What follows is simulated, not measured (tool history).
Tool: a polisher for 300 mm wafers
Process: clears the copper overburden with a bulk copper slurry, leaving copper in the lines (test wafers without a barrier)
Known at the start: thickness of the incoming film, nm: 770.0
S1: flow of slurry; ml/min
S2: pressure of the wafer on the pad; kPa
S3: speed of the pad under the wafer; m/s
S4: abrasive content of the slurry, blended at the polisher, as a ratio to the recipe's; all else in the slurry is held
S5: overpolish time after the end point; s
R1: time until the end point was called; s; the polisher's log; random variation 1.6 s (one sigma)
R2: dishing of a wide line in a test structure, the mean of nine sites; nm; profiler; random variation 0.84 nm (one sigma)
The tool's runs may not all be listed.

run 1 day=0 | S1=150 S2=16.5 S3=1 S4=1 S5=23 | R1=105.26 R2=69.697
run 2 day=0.175 | S1=150 S2=16.5 S3=1 S4=1 S5=29 | R1=105.71 R2=79.515
run 3 day=0.267 | S1=150 S2=17.9 S3=1 S4=1 S5=29 | R1=98.339 R2=82.974
run 4 day=0.421 | S1=150 S2=15.9 S3=1 S4=1 S5=23 | R1=110.08 R2=69.58
run 5 day=0.675 | S1=150 S2=14.5 S3=0.98 S4=1 S5=18 | R1=119.38 R2=53.272
run 6 day=0.933 | S1=150 S2=14.5 S3=0.98 S4=1 S5=25 | R1=122.93 R2=65.749
run 7 day=1.046 | S1=150 S2=13.8 S3=0.98 S4=1 S5=21 | R1=124.91 R2=59.69
run 8 day=1.333 | S1=150 S2=13.1 S3=0.98 S4=1 S5=18 | R1=130.79 R2=52.064
run 9 day=1.488 | S1=145 S2=11 S3=0.98 S4=1 S5=12 | R1=151.75 R2=35.247

Run 10 comes next. What will it give?
run 10 day=1.542 | S1=150 S2=11 S3=0.98 S4=1 S5=13 | R1=? R2=?

R1: 149.33 s
R2: 35.89 nm

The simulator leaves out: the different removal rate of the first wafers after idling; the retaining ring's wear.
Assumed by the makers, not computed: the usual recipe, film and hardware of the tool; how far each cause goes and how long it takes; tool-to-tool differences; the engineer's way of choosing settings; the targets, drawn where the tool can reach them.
